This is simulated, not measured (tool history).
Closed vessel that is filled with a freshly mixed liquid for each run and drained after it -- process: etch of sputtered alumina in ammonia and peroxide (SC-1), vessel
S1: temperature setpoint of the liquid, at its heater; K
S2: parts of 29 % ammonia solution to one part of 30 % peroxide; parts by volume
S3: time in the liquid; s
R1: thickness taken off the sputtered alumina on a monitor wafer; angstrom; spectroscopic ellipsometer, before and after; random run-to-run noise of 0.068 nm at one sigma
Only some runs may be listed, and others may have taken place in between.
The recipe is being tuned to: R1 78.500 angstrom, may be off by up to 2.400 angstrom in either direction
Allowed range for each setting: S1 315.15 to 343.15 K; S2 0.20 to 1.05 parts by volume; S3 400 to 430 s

Run 1, hour 0.0: S1 331.15 K, S2 0.55 parts by volume, S3 400 s. Result: R1 166.630 angstrom.
Run 2, hour 4.2: S1 329.15 K, S2 0.55 parts by volume, S3 400 s. Result: R1 152.860 angstrom.
Run 3, hour 6.5: S1 333.65 K, S2 0.55 parts by volume, S3 400 s. Result: R1 189.580 angstrom.
Run 4, hour 9.0: S1 333.65 K, S2 0.55 parts by volume, S3 400 s. Result: R1 191.150 angstrom.
Run 5, hour 17.7: S1 331.15 K, S2 0.55 parts by volume, S3 400 s. Result: R1 168.280 angstrom.
Run 6, hour 21.2: S1 331.15 K, S2 0.55 parts by volume, S3 400 s. Result: R1 169.370 angstrom.
Run 7, hour 25.0: S1 328.65 K, S2 0.55 parts by volume, S3 400 s. Result: R1 148.650 angstrom.
At hour 30.1: ammonia flow meter replaced.
Run 8, hour 30.1: S1 326.65 K, S2 0.55 parts by volume, S3 400 s. Result: R1 132.560 angstrom.

Consider the 5 candidate settings below. Which is the only one whose results all fall within their allowed miss of target?
Run A, hour 35.2: S1 318.65 K, S2 0.60 parts by volume, S3 400 s. Result: R1 ?.
Run B, hour 35.2: S1 318.65 K, S2 0.55 parts by volume, S3 400 s. Result: R1 ?.
Run C, hour 35.2: S1 317.15 K, S2 0.65 parts by volume, S3 400 s. Result: R1 ?.
Run D, hour 35.2: S1 335.15 K, S2 0.45 parts by volume, S3 430 s. Result: R1 ?.
Run E, hour 35.2: S1 338.15 K, S2 0.55 parts by volume, S3 430 s. Result: R1 ?.

move       R1
   A   85.489
   B   84.784
   C   79.078
   D  216.630
   E  256.600
A: an improvement on the last run, though not all results are within tolerance
B: an improvement on the last run, though not all results are within tolerance
C: all results in spec
D: lands further from the targets than the last run did
E: lands further from the targets than the last run did
Correct choice: C, which meets every target
